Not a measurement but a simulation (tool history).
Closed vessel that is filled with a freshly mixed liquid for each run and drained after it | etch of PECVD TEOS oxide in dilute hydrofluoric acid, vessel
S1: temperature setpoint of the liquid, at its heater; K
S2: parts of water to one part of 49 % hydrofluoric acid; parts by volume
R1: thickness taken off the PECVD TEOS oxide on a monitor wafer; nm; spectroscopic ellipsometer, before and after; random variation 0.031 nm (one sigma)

{"run": 1, "hour": 0.0, "S1": 295.15, "S2": 185, "time in the liquid (s)": 200, "R1": 8.5319}
{"run": 2, "hour": 7.6, "S1": 298.65, "S2": 185, "time in the liquid (s)": 200, "R1": 9.7137}
{"run": 3, "hour": 16.2, "S1": 296.15, "S2": 205, "time in the liquid (s)": 200, "R1": 7.9191}
{"run": 4, "hour": 22.8, "S1": 294.65, "S2": 225, "time in the liquid (s)": 200, "R1": 6.6653}
{"run": 5, "hour": 26.7, "S1": 297.15, "S2": 225, "time in the liquid (s)": 200, "R1": 7.277}
{"run": 6, "hour": 35.5, "S1": 297.15, "S2": 225, "time in the liquid (s)": 215, "R1": 7.8267}
{"run": 7, "hour": 44.1, "S1": 297.15, "S2": 225, "time in the liquid (s)": 215, "R1": 7.8368}
{"run": 8, "hour": 50.7, "S1": 295.15, "S2": 240, "time in the liquid (s)": 215, "R1": 6.7667}
{"run": 9, "hour": 54.7, "S1": 293.65, "S2": 250, "time in the liquid (s)": 215, "R1": 6.0773}
{"run": 10, "hour": 55.4, "S1": 292.65, "S2": 260, "time in the liquid (s)": 215, "R1": 5.5342}
{"run": 11, "hour": 59.6, "S1": 292.15, "S2": 265, "time in the liquid (s)": 215, "R1": 5.3238}
{"run": 12, "hour": 67.5, "S1": 291.65, "S2": 270, "time in the liquid (s)": 215, "R1": 5.0872}
{"run": 13, "hour": 71.6, "S1": 291.15, "S2": 275, "time in the liquid (s)": 215, "R1": 4.8932}

The next listed run, before its measurement:
{"run": 14, "hour": 78.1, "S1": 290.65, "S2": 275, "time in the liquid (s)": 215, "R1": "?"}

Run 14 yielded R1 4.7578 nm.

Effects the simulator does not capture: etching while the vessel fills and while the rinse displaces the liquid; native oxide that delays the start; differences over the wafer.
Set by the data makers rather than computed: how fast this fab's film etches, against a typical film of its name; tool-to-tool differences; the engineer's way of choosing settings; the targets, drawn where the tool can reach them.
